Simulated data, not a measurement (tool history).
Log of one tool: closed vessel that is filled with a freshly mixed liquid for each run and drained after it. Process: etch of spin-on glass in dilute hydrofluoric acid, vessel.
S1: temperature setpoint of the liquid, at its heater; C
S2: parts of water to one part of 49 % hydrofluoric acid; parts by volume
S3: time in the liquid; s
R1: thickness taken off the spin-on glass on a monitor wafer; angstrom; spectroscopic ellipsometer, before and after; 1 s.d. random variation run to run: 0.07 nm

{"run": 1, "hour": 0.0, "S1": 22, "S2": 190, "S3": 130, "R1": 380}
{"run": 2, "hour": 7.7, "S1": 21, "S2": 205, "S3": 130, "R1": 332.54}
{"run": 3, "hour": 11.9, "S1": 21, "S2": 140, "S3": 130, "R1": 521.44}
{"run": 4, "hour": 18.6, "S1": 21, "S2": 90, "S3": 130, "R1": 865.77}
{"run": 5, "hour": 24.8, "S1": 20.5, "S2": 120, "S3": 130, "R1": 613.21}
{"run": 6, "hour": 27.7, "S1": 24, "S2": 120, "S3": 130, "R1": 706.57}
{"run": 7, "hour": 28.7, "S1": 20, "S2": 195, "S3": 130, "R1": 340.18}
{"run": 8, "hour": 36.3, "S1": 20, "S2": 195, "S3": 130, "R1": 343.7}

Run 9 comes next. What will it give?
{"run": 9, "hour": 37.2, "S1": 19.5, "S2": 205, "S3": 130, "R1": "?"}

{"run 9": {"R1": 315.08}}

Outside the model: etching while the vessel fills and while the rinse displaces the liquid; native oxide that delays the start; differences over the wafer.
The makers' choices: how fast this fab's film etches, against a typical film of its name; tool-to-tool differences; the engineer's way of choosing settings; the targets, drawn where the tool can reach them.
